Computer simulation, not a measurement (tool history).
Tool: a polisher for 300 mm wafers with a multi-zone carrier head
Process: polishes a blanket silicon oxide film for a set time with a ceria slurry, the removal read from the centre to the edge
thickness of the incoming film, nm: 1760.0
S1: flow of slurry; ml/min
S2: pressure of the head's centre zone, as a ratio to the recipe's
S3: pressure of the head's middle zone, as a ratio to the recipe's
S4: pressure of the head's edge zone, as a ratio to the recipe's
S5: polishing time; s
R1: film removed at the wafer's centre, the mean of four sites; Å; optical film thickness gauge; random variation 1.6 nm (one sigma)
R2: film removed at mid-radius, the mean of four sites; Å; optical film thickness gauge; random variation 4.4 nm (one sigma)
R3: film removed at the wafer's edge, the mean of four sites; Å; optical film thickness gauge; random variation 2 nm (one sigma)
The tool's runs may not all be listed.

| run | hour | S1 | S2 | S3 | S4 | S5 | R1 | R2 | R3 |
|---|---|---|---|---|---|---|---|---|---|
| 1 | 0.0 | 130 | 1.00 | 1.00 | 1.00 | 84 | 4856.9 | 4525.1 | 4709.6 |
| 2 | 3.6 | 130 | 1.00 | 1.00 | 1.06 | 84 | 4758.7 | 4692.5 | 4863.2 |
| 3 | 8.9 | 125 | 0.98 | 1.01 | 1.05 | 81 | 4469.1 | 4431.0 | 4586.0 |
| 4 | 14.4 | 120 | 0.96 | 1.02 | 1.05 | 79 | 4250.2 | 4323.1 | 4530.9 |
| 5 | 23.5 | 115 | 0.94 | 1.04 | 1.04 | 76 | 3955.8 | 4188.3 | 4242.3 |
| 6 | 32.2 | 110 | 0.93 | 1.05 | 1.04 | 74 | 3778.2 | 4009.7 | 4071.4 |
| 7 | 40.8 | 105 | 0.92 | 1.06 | 1.04 | 72 | 3572.4 | 4027.4 | 3932.3 |
| 8 | 44.0 | 100 | 0.91 | 1.06 | 1.04 | 71 | 3382.4 | 3821.4 | 3847.9 |
| 9 | 46.4 | 100 | 0.90 | 1.06 | 1.03 | 70 | 3369.1 | 3745.8 | 3798.2 |
| 10 | 50.5 | 100 | 0.89 | 1.07 | 1.03 | 69 | 3288.9 | 3671.6 | 3744.5 |
| 11 | 59.1 | 100 | 0.88 | 1.08 | 1.03 | 68 | 3169.0 | 3604.9 | 3697.9 |
| 12 | 61.9 | 100 | 0.87 | 1.09 | 1.02 | 67 | 3105.7 | 3710.8 | 3606.6 |

Run 13 comes next. What will it give?
| 13 | 70.5 | 100 | 0.86 | 1.09 | 1.01 | 66 | ? | ? | ? |

R1: 2995.1 Å
R2: 3576.1 Å
R3: 3523.7 Å

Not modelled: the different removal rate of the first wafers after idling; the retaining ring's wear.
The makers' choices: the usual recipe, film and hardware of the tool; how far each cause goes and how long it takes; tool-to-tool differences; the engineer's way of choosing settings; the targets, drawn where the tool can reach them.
